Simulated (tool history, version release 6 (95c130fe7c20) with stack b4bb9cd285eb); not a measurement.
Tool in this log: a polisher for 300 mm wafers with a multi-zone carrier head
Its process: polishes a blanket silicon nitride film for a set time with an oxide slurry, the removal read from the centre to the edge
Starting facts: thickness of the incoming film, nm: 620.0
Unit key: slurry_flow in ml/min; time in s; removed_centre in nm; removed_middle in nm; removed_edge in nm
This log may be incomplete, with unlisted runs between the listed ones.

run,hour,slurry_flow,centre_zone,middle_zone,edge_zone,slurry_solids,time,removed_centre,removed_middle,removed_edge
1,0,125,1,1,1,1,32,22.047,22.315,22.573
2,5.4,130,0.99,1,1.04,1.1,32,23.492,23.627,23.769
3,7.8,130,0.99,1,0.96,1.1,32,23.11,23.543,22.299
4,13.1,130,0.99,1,0.96,1.1,35,25.616,26.031,24.333
5,18,130,0.99,1,0.96,1.1,29,21.216,21.353,20.529
6,22.8,120,0.97,1,1.02,1.2,31,22.725,23.696,23.313
7,29.7,120,0.96,0.99,1.06,1.25,32,23.391,24.604,25.119
8,34.7,125,0.95,0.99,1.09,1.3,32,23.642,25.07,26.031
9,35.3,130,0.95,0.99,1.11,1.35,32,24.176,26.001,27.202

Run 10 comes next. What will it give?
# hour 42.3: worn pad replaced by a new one
10,42.3,140,0.95,0.99,1.13,1.4,32,?,?,?

{"run 10": {"removed_centre": 27.422, "removed_middle": 29.061, "removed_edge": 30.141}}
